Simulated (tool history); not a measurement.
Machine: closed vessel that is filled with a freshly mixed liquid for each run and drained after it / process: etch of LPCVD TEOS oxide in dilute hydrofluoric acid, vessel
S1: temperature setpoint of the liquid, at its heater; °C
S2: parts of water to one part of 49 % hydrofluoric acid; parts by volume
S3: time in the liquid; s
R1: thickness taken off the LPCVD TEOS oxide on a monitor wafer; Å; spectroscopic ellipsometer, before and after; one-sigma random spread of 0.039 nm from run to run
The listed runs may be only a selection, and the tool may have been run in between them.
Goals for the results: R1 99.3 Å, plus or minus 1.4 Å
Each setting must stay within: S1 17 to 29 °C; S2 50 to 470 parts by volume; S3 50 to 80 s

run    day    S1   S2  S3      R1
  1      0    21  260  80  67.526
  2  0.117    21  260  80  67.741
  3  0.304  22.5  255  80  73.145
  4  0.621  23.5  250  80  77.883
  5  0.679  24.5  250  80   81.29
  6  0.729  24.5  320  80   59.16
  7  1.067  25.5  305  80  64.526
  8    1.4    26  295  80  69.512

Which one of the following 5 next-run settings gets every result inside its allowed miss? There is exactly one.
  A  1.733  26.5  200  80   ?
  B  1.733    29  165  50   ?
  C  1.733  22.5  410  80   ?
  D  1.733    23  230  80   ?
  E  1.733    26  200  80   ?

move      R1
   A  114.82
   B  99.215
   C  39.667
   D  85.134
   E  112.76
A: carries the result that was furthest off beyond its target, to the other side
B: all results in spec
C: the biggest miss grows against the last run
D: nearer than the last run, and not there yet
E: carries the result that was furthest off beyond its target, to the other side
Go with B: it meets all targets.
